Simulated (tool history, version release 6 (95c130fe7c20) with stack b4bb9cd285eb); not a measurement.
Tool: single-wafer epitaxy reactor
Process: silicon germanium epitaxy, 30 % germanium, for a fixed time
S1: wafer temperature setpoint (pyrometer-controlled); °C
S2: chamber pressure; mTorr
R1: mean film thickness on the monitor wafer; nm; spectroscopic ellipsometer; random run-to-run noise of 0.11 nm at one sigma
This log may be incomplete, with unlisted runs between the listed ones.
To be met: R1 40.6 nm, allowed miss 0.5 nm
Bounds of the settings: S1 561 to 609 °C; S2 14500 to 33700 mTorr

Run 1, hour 0: S1 585 °C, S2 24100 mTorr. Result: R1 48.202 nm.
Run 2, hour 6.7: S1 585 °C, S2 19800 mTorr. Result: R1 45.013 nm.
Run 3, hour 13.3: S1 584 °C, S2 19800 mTorr. Result: R1 44.427 nm.
Run 4, hour 19.5: S1 577 °C, S2 19800 mTorr. Result: R1 39.518 nm.
Run 5, hour 23.5: S1 577 °C, S2 23500 mTorr. Result: R1 41.781 nm.
Run 6, hour 24.5: S1 569 °C, S2 23500 mTorr. Result: R1 36.349 nm.
Run 7, hour 30.2: S1 571 °C, S2 23500 mTorr. Result: R1 37.755 nm.
Run 8, hour 37.2: S1 572 °C, S2 23500 mTorr. Result: R1 38.277 nm.

5 next moves are on the table. One of them brings every result within its allowed miss. Which?
Run A, hour 44.2: S1 571 °C, S2 23200 mTorr. Result: R1 ?.
Run B, hour 44.2: S1 576 °C, S2 22700 mTorr. Result: R1 ?.
Run C, hour 44.2: S1 567 °C, S2 25900 mTorr. Result: R1 ?.
Run D, hour 44.2: S1 570 °C, S2 27000 mTorr. Result: R1 ?.
Run E, hour 44.2: S1 570 °C, S2 23300 mTorr. Result: R1 ?.

move      R1
   A  37.519
   B  40.549
   C  36.397
   D  38.892
   E  36.936
A: moves away from the targets compared with the last run
B: in spec on every target
C: moves away from the targets compared with the last run
D: an improvement on the last run, though not all results are within tolerance
E: moves away from the targets compared with the last run
The right move is B.
